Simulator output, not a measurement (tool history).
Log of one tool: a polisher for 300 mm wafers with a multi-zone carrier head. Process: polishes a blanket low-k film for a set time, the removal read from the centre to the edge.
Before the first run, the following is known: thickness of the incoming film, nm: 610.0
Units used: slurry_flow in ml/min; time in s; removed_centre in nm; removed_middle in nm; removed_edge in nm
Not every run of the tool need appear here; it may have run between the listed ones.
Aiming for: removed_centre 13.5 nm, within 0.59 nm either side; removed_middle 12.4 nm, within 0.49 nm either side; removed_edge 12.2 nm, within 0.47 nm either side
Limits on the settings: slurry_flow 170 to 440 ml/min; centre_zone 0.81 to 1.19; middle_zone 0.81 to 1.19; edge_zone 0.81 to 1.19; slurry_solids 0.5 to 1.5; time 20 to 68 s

| run | day | slurry_flow | centre_zone | middle_zone | edge_zone | slurry_solids | time | removed_centre | removed_middle | removed_edge |
|---|---|---|---|---|---|---|---|---|---|---|
| 1 | 0 | 280 | 1 | 1 | 1 | 1 | 44 | 17.683 | 19.123 | 19.556 |
| 2 | 0.079 | 285 | 1.02 | 0.99 | 0.98 | 0.9 | 43 | 16.972 | 17.694 | 17.908 |
| 3 | 0.371 | 285 | 1.02 | 0.99 | 0.94 | 0.9 | 43 | 16.86 | 18.156 | 17.691 |
| 4 | 0.433 | 285 | 1.07 | 0.99 | 0.94 | 0.9 | 43 | 17.978 | 17.975 | 17.51 |
| 5 | 0.458 | 285 | 1.07 | 0.94 | 0.94 | 0.9 | 43 | 17.987 | 17.548 | 17.85 |
| 6 | 0.65 | 285 | 1.08 | 0.94 | 0.93 | 0.85 | 42 | 16.744 | 16.386 | 16.655 |
|  | 0.896 | centre zone pressure recalibrated |
| 7 | 0.896 | 285 | 1.1 | 0.94 | 0.92 | 0.8 | 41 | 17.988 | 15.791 | 15.742 |
| 8 | 1.192 | 285 | 1.08 | 0.93 | 0.91 | 0.75 | 40 | 16.449 | 14.845 | 15.015 |
| 9 | 1.417 | 285 | 1.07 | 0.93 | 0.9 | 0.7 | 40 | 16.146 | 14.126 | 14.438 |
| 10 | 1.783 | 285 | 1.05 | 0.94 | 0.89 | 0.65 | 40 | 15.377 | 14.122 | 13.606 |
| 11 | 1.896 | 280 | 1.04 | 0.93 | 0.88 | 0.65 | 40 | 15.23 | 13.59 | 13.921 |
| 12 | 2.046 | 285 | 1.04 | 0.96 | 0.87 | 0.5 | 37 | 12.61 | 11.624 | 11.377 |

Which one of the following 5 next-run settings gets every result inside its allowed miss? There is exactly one.
| A | 2.196 | 245 | 0.98 | 1.01 | 0.95 | 0.5 | 38 | ? | ? | ? |
| B | 2.196 | 290 | 0.98 | 1.01 | 0.99 | 0.5 | 39 | ? | ? | ? |
| C | 2.196 | 345 | 1.15 | 1.05 | 0.81 | 0.5 | 35 | ? | ? | ? |
| D | 2.196 | 320 | 1.04 | 0.95 | 0.87 | 0.5 | 40 | ? | ? | ? |
| E | 2.196 | 350 | 1.11 | 1.19 | 0.84 | 0.55 | 32 | ? | ? | ? |

| move | removed_centre | removed_middle | removed_edge |
|---|---|---|---|
| A | 11.969 | 12.319 | 12.157 |
| B | 12.527 | 12.868 | 12.896 |
| C | 13.442 | 12.115 | 10.679 |
| D | 13.774 | 12.648 | 12.552 |
| E | 12.4 | 12.883 | 10.34 |
A: meets the target for the result that was furthest off, but another lies outside its allowed miss
B: the result that was furthest off in the last run now lies on the other side of its target
C: further off than the last run
D: all results in spec
E: further off than the last run
Correct choice: D, which meets every target
